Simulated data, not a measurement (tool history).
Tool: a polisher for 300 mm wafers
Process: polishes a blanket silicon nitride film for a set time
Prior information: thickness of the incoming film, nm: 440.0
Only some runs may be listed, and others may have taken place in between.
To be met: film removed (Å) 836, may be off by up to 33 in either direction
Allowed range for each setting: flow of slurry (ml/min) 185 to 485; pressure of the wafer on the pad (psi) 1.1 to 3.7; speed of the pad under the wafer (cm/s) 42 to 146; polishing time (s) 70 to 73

| run | hour | flow of slurry (ml/min) | pressure of the wafer on the pad (psi) | speed of the pad under the wafer (cm/s) | polishing time (s) | film removed (Å) |
|---|---|---|---|---|---|---|
| 1 | 0 | 310 | 2.4 | 94 | 70 | 619.94 |
| 2 | 7.8 | 240 | 2.4 | 94 | 70 | 594.18 |
| 3 | 14.8 | 245 | 2.5 | 94 | 70 | 619.64 |
| 4 | 23.1 | 245 | 2.3 | 94 | 70 | 557.28 |
| 5 | 28.1 | 245 | 2.3 | 72 | 70 | 470.64 |
| 6 | 33.9 | 255 | 2.5 | 72 | 70 | 497.66 |
| 7 | 42.4 | 260 | 2.7 | 74 | 70 | 560.55 |
| 8 | 44.3 | 265 | 2.9 | 74 | 70 | 590.88 |

Below are 5 possible settings for the next run. Only one of them brings all results inside the allowed miss of their targets. Which is it?
| A | 46.2 | 250 | 2.4 | 64 | 70 | ? |
| B | 46.2 | 205 | 2.6 | 80 | 70 | ? |
| C | 46.2 | 370 | 3.7 | 74 | 73 | ? |
| D | 46.2 | 295 | 2.6 | 76 | 70 | ? |
| E | 46.2 | 280 | 3.3 | 74 | 72 | ? |

| move | film removed (Å) |
|---|---|
| A | 435.54 |
| B | 540.52 |
| C | 823.67 |
| D | 554.97 |
| E | 699.42 |
A: lands further from the targets than the last run did
B: lands further from the targets than the last run did
C: every result within its allowed miss
D: lands further from the targets than the last run did
E: better than the last run, though not everything is in spec
Correct choice: C, which meets every target

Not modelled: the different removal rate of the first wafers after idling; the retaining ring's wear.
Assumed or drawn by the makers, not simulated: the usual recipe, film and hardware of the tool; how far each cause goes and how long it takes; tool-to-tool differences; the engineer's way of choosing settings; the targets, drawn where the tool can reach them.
